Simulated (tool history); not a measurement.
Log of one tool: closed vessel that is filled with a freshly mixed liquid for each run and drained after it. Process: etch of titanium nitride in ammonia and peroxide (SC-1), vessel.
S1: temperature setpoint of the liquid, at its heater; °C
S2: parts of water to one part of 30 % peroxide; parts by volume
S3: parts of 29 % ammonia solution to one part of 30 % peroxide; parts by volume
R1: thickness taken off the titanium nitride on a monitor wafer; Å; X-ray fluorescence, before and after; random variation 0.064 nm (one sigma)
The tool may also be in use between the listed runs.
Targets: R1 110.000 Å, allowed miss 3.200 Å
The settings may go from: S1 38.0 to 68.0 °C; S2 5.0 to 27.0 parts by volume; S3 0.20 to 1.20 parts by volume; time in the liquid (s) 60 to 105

{"run": 1, "hour": 0.0, "S1": 52.0, "S2": 15.0, "S3": 0.9, "time in the liquid (s)": 105, "R1": 50.756}
{"run": 2, "hour": 4.9, "S1": 52.0, "S2": 15.0, "S3": 1.1, "time in the liquid (s)": 105, "R1": 52.766}
{"run": 3, "hour": 11.9, "S1": 52.0, "S2": 15.0, "S3": 1.1, "time in the liquid (s)": 105, "R1": 52.752}
{"run": 4, "hour": 19.1, "S1": 52.0, "S2": 15.0, "S3": 1.0, "time in the liquid (s)": 105, "R1": 51.449}
{"run": 5, "hour": 23.9, "S1": 53.5, "S2": 15.0, "S3": 1.0, "time in the liquid (s)": 105, "R1": 57.572}
{"run": 6, "hour": 30.0, "S1": 54.5, "S2": 15.0, "S3": 1.0, "time in the liquid (s)": 105, "R1": 61.26}
{"run": 7, "hour": 39.4, "S1": 54.5, "S2": 15.0, "S3": 1.0, "time in the liquid (s)": 105, "R1": 61.727}
{"run": 8, "hour": 43.1, "S1": 55.5, "S2": 15.0, "S3": 1.0, "time in the liquid (s)": 105, "R1": 65.659}

4 next moves are on the table. One of them brings every result within its allowed miss. Which?
{"run": "A", "hour": 46.8, "S1": 63.5, "S2": 16.5, "S3": 0.8, "time in the liquid (s)": 105, "R1": "?"}
{"run": "B", "hour": 46.8, "S1": 63.0, "S2": 14.0, "S3": 0.95, "time in the liquid (s)": 105, "R1": "?"}
{"run": "C", "hour": 46.8, "S1": 64.0, "S2": 17.0, "S3": 0.75, "time in the liquid (s)": 105, "R1": "?"}
{"run": "D", "hour": 46.8, "S1": 63.5, "S2": 18.0, "S3": 1.2, "time in the liquid (s)": 105, "R1": "?"}

move=A R1=101.470
move=B R1=110.440
move=C R1=101.940
move=D R1=103.710
A: nearer than the last run, and not there yet
B: meets every target
C: nearer than the last run, and not there yet
D: nearer than the last run, and not there yet
Answer: B

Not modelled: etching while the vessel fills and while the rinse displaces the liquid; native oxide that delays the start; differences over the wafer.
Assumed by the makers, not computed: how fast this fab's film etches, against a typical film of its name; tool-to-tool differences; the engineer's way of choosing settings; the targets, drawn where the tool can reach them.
